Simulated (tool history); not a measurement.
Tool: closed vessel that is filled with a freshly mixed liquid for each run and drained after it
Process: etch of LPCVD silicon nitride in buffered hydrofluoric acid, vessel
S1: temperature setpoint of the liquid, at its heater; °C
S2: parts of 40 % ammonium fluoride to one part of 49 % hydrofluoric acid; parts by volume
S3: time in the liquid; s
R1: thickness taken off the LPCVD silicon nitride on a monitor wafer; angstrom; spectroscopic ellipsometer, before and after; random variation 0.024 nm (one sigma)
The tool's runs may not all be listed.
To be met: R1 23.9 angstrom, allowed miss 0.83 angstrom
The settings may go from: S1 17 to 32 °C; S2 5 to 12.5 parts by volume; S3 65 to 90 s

run,hour,S1,S2,S3,R1
1,0,25,7.5,90,17.327
2,2.8,25,7.5,90,17.212
3,11.9,25,7.5,90,17.528
4,16.5,25,7.5,65,12.529
5,17.9,26,7,65,14.275
6,20.2,23.5,7,65,12.459
7,26.4,24.5,7,65,13.078
8,30.3,25.5,7,65,13.92
9,33.2,25.5,7,65,13.815
10,40.1,26.5,6.5,70,17.01
11,48.4,27,6.5,70,17.389
12,57.6,27.5,6.5,70,18.148
13,63.4,28,6.5,70,18.305
14,71.2,28.5,6.5,70,18.975
15,76.7,29,6.5,70,19.352

Which of these 5 next moves meets every target?
A,82.2,29,5,65,?
B,82.2,30,6,70,?
C,82.2,29.5,7,85,?
D,82.2,27.5,6,80,?
E,82.2,28,6,85,?

move,R1
A,22.492
B,21.885
C,22.655
D,21.922
E,23.918
A: nearer than the last run, and not there yet
B: nearer than the last run, and not there yet
C: nearer than the last run, and not there yet
D: nearer than the last run, and not there yet
E: meets every target
The right move is E.
